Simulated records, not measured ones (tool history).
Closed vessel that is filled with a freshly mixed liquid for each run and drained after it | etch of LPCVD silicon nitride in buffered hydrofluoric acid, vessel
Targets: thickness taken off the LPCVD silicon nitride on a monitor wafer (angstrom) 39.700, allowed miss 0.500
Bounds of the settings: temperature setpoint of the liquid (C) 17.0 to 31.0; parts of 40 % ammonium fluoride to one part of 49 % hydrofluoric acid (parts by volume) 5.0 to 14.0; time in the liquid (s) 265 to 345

run	hour	temperature setpoint of the liquid (C)	parts of 40 % ammonium fluoride to one part of 49 % hydrofluoric acid (parts by volume)	time in the liquid (s)	thickness taken off the LPCVD silicon nitride on a monitor wafer (angstrom)
1	0.0	23.0	8.5	345	49.925
2	6.6	21.5	8.5	345	46.177
3	8.1	21.5	7.0	345	55.997
4	10.9	20.0	7.0	345	51.106
5	15.5	19.0	7.0	345	48.678
6	18.1	18.5	7.5	345	44.408
7	22.5	18.0	7.5	345	43.049
8	28.1	17.5	7.5	345	42.221
9	30.5	17.0	7.5	345	40.699
10	38.5	17.0	7.5	345	40.785
11	43.3	17.0	7.5	320	38.142
12	46.0	17.5	7.5	320	38.989

4 next moves are on the table. One of them brings every result within its allowed miss. Which?
A	48.7	19.5	8.0	320	?
B	48.7	19.5	8.5	340	?
C	48.7	19.5	7.0	275	?
D	48.7	18.5	7.0	300	?

move	thickness taken off the LPCVD silicon nitride on a monitor wafer (angstrom)
A	40.720
B	40.515
C	39.853
D	41.097
A: takes the result that was furthest off past its target
B: takes the result that was furthest off past its target
C: meets every target
D: takes the result that was furthest off past its target
Answer: C
